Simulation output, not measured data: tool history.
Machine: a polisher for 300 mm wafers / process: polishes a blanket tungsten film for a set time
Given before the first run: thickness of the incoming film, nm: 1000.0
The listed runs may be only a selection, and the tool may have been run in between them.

run,hour,flow of slurry (ml/min),pressure of the wafer on the pad (psi),speed of the pad under the wafer (cm/s),abrasive content of the slurry,polishing time (s),film removed (angstrom)
1,0,180,2.6,126,1,56,2047.6
2,3,185,2.8,126,1,56,2196.9
3,4.8,185,2.8,126,0.8,56,2049.3
4,8.3,185,3.1,126,0.8,56,2255.5
5,15.7,185,3.1,152,0.8,56,2661.6
6,24,185,3.2,152,0.8,56,2783.9

Estimate the outcome of run 7 from the log above:
7,32.1,185,3.3,152,0.8,56,?

Run 7 measured film removed (angstrom) 2822.2.
